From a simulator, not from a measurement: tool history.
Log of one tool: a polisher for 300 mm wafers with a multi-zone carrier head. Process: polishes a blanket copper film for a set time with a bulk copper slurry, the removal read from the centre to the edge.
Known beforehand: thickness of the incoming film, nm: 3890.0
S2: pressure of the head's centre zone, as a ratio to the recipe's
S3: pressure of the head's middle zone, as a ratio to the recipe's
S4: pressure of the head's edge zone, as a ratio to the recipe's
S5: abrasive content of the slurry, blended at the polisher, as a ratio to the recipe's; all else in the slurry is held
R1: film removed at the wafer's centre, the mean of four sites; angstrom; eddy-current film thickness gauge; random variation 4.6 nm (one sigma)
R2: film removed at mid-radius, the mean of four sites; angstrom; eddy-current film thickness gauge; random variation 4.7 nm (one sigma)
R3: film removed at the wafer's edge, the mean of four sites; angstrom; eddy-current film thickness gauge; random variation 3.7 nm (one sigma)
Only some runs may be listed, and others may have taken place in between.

{"run": 1, "day": 0.0, "flow of slurry (ml/min)": 175, "S2": 1.0, "S3": 1.0, "S4": 1.0, "S5": 1.0, "polishing time (s)": 62, "R1": 6080.5, "R2": 6331.0, "R3": 6426.1}
{"run": 2, "day": 0.296, "flow of slurry (ml/min)": 175, "S2": 1.0, "S3": 1.0, "S4": 1.0, "S5": 0.85, "polishing time (s)": 62, "R1": 5871.9, "R2": 6051.6, "R3": 6355.7}
{"run": 3, "day": 0.533, "flow of slurry (ml/min)": 175, "S2": 1.0, "S3": 1.0, "S4": 1.0, "S5": 0.85, "polishing time (s)": 76, "R1": 7184.5, "R2": 7522.6, "R3": 7780.3}
{"run": 4, "day": 0.704, "flow of slurry (ml/min)": 175, "S2": 0.92, "S3": 1.0, "S4": 1.0, "S5": 0.85, "polishing time (s)": 76, "R1": 6665.2, "R2": 7425.5, "R3": 7635.1}
{"run": 5, "day": 0.975, "flow of slurry (ml/min)": 175, "S2": 0.92, "S3": 1.0, "S4": 1.0, "S5": 0.85, "polishing time (s)": 85, "R1": 7333.6, "R2": 8437.5, "R3": 8501.2}
{"run": 6, "day": 1.188, "flow of slurry (ml/min)": 155, "S2": 0.92, "S3": 1.0, "S4": 1.0, "S5": 0.85, "polishing time (s)": 85, "R1": 7051.9, "R2": 7937.4, "R3": 8358.6}
{"run": 7, "day": 1.354, "flow of slurry (ml/min)": 170, "S2": 0.96, "S3": 1.01, "S4": 0.96, "S5": 0.75, "polishing time (s)": 78, "R1": 6843.5, "R2": 7405.6, "R3": 7444.0}
{"run": 8, "day": 1.554, "flow of slurry (ml/min)": 170, "S2": 0.99, "S3": 1.03, "S4": 0.92, "S5": 0.7, "polishing time (s)": 75, "R1": 6755.8, "R2": 7220.0, "R3": 6959.5}
{"day": 1.771, "done": "slurry nozzle cleaned"}
{"run": 9, "day": 1.771, "flow of slurry (ml/min)": 160, "S2": 1.09, "S3": 1.06, "S4": 0.82, "S5": 0.5, "polishing time (s)": 63, "R1": 6524.7, "R2": 6479.3, "R3": 5672.8}

The next listed run, before its measurement:
{"run": 10, "day": 1.892, "flow of slurry (ml/min)": 155, "S2": 1.09, "S3": 1.06, "S4": 0.82, "S5": 0.5, "polishing time (s)": 63, "R1": "?", "R2": "?", "R3": "?"}

Run 10 measured R1 6596.6 angstrom, R2 6511.8 angstrom, R3 5630.5 angstrom.
